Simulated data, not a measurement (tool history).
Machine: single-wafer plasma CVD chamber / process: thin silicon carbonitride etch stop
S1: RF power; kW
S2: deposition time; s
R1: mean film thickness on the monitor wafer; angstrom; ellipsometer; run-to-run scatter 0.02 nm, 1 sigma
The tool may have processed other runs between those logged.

run  hour     S1    S2       R1
  1   0.0  0.260  21.9  121.660
  2   1.2  0.250  20.7  114.110
  3   7.5  0.240  19.7  106.570
  4   8.0  0.205  19.7  102.300
  5  16.5  0.225  19.7  105.110
  6  24.2  0.225  17.9   95.436
  7  26.9  0.225  17.9   95.194
  8  35.1  0.220  17.8   94.506
  9  42.8  0.220  17.8   94.132
 10  44.0  0.215  17.7   93.148

What does the tool deliver on the next run?
 11  45.8  0.215  17.7   ?

{"run 11": {"R1": 93.457}}

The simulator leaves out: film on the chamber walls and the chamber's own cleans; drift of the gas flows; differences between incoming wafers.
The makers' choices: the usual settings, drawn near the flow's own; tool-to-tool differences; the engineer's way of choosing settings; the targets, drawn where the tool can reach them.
